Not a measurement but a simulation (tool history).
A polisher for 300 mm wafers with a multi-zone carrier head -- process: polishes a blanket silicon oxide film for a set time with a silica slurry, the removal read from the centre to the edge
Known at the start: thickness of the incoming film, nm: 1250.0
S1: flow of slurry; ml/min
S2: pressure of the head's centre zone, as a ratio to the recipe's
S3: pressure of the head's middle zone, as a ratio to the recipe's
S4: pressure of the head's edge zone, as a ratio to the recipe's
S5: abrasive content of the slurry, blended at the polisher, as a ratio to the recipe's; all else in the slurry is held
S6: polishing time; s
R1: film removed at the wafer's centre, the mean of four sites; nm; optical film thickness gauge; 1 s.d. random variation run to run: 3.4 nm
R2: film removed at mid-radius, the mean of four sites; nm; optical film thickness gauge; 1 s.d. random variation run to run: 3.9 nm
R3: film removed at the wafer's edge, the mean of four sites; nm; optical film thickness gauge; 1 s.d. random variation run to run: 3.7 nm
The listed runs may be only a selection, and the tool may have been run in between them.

Run 1, hour 0: S1 145 ml/min, S2 1, S3 1, S4 1, S5 1, S6 45 s. Result: R1 221.79 nm, R2 220.88 nm, R3 222.32 nm.
Run 2, hour 3.1: S1 150 ml/min, S2 0.98, S3 1.02, S4 1.03, S5 1.1, S6 46 s. Result: R1 245.64 nm, R2 243.63 nm, R3 251.07 nm.
Run 3, hour 4.2: S1 150 ml/min, S2 0.98, S3 1.02, S4 1.07, S5 1.1, S6 46 s. Result: R1 239.63 nm, R2 244.6 nm, R3 253.04 nm.
Run 4, hour 8.5: S1 150 ml/min, S2 0.98, S3 1.02, S4 1.07, S5 1, S6 46 s. Result: R1 227.42 nm, R2 231.18 nm, R3 236.98 nm.
Run 5, hour 12.8: S1 150 ml/min, S2 0.98, S3 0.94, S4 1.07, S5 1, S6 46 s. Result: R1 229.56 nm, R2 217.43 nm, R3 238.44 nm.
Run 6, hour 13.3: S1 160 ml/min, S2 0.96, S3 0.99, S4 1.09, S5 1.1, S6 46 s. Result: R1 233.78 nm, R2 244.14 nm, R3 259.1 nm.
Run 7, hour 20.9: S1 170 ml/min, S2 0.96, S3 1.02, S4 1.1, S5 1.15, S6 46 s. Result: R1 248.23 nm, R2 256.47 nm, R3 265.79 nm.

What will run 8 give?
Run 8, hour 25.9: S1 170 ml/min, S2 0.94, S3 1.04, S4 1.11, S5 1.25, S6 46 s. Result: R1 ?, R2 ?, R3 ?.

Logged for run 8: R1 244.74 nm, R2 263.11 nm, R3 278.18 nm.

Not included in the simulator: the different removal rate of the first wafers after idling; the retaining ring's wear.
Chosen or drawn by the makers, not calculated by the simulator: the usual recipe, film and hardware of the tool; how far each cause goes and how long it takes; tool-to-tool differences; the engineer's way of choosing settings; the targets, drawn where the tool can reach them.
